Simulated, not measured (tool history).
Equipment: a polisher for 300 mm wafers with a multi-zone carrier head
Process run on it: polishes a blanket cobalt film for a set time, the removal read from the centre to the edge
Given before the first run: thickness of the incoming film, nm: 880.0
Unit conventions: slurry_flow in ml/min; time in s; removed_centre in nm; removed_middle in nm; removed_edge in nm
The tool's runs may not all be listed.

run 1 hour=0 | slurry_flow=295 centre_zone=1 middle_zone=1 edge_zone=1 time=59 | removed_centre=172.31 removed_middle=171.07 removed_edge=166.83
run 2 hour=5.5 | slurry_flow=295 centre_zone=1 middle_zone=1 edge_zone=1.06 time=59 | removed_centre=171.88 removed_middle=168.32 removed_edge=172.89
run 3 hour=13.4 | slurry_flow=310 centre_zone=1.04 middle_zone=1.01 edge_zone=1.09 time=60 | removed_centre=178.33 removed_middle=171.4 removed_edge=177.08
run 4 hour=15.8 | slurry_flow=315 centre_zone=1.07 middle_zone=1 edge_zone=1.09 time=62 | removed_centre=190.28 removed_middle=178.93 removed_edge=181.78
run 5 hour=20.1 | slurry_flow=315 centre_zone=1.02 middle_zone=1 edge_zone=1.09 time=62 | removed_centre=182.09 removed_middle=183 removed_edge=183.29
run 6 hour=23.7 | slurry_flow=315 centre_zone=1.02 middle_zone=1 edge_zone=1.05 time=62 | removed_centre=180.26 removed_middle=181.36 removed_edge=181.69
run 7 hour=27.1 | slurry_flow=305 centre_zone=1.05 middle_zone=0.99 edge_zone=1.07 time=64 | removed_centre=192.67 removed_middle=180.84 removed_edge=186

What will run 8 give?
run 8 hour=28.2 | slurry_flow=310 centre_zone=1.08 middle_zone=0.99 edge_zone=1.08 time=66 | removed_centre=? removed_middle=? removed_edge=?

removed_centre: 205.18 nm
removed_middle: 186.47 nm
removed_edge: 194.39 nm
